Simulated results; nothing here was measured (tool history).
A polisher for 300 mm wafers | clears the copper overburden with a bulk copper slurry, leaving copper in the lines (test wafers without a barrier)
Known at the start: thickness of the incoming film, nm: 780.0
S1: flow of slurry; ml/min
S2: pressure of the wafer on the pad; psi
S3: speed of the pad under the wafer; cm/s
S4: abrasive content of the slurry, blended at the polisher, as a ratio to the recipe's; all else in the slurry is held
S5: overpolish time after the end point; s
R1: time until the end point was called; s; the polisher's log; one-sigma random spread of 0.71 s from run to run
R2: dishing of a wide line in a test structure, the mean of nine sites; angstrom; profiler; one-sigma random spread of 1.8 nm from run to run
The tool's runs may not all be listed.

| run | hour | S1 | S2 | S3 | S4 | S5 | R1 | R2 |
|---|---|---|---|---|---|---|---|---|
| 1 | 0 | 285 | 3.1 | 92 | 1 | 16 | 92.633 | 623.12 |
| 2 | 3.8 | 285 | 3.1 | 92 | 1 | 13 | 93.275 | 548.46 |
| 3 | 8.1 | 285 | 2.8 | 92 | 1 | 13 | 96.269 | 503.05 |
| 4 | 8.8 | 255 | 2.8 | 92 | 1 | 13 | 101.34 | 501.56 |
| 5 | 12.9 | 265 | 3.2 | 98 | 1 | 12 | 86.677 | 523.82 |
|  | 21.2 | slurry blender recalibrated |
| 6 | 21.2 | 265 | 2.9 | 98 | 1 | 12 | 80.969 | 538.04 |
| 7 | 24.3 | 265 | 3.1 | 104 | 1 | 12 | 73.534 | 577.68 |
| 8 | 30.1 | 265 | 3.4 | 108 | 1 | 11 | 65.793 | 593.55 |
| 9 | 36.9 | 265 | 4.3 | 120 | 1 | 12 | 47.343 | 735.04 |

Estimate the outcome of run 10 from the log above:
| 10 | 43.7 | 265 | 4.4 | 120 | 1 | 12 | ? | ? |

R1: 45.21 s
R2: 750.46 angstrom

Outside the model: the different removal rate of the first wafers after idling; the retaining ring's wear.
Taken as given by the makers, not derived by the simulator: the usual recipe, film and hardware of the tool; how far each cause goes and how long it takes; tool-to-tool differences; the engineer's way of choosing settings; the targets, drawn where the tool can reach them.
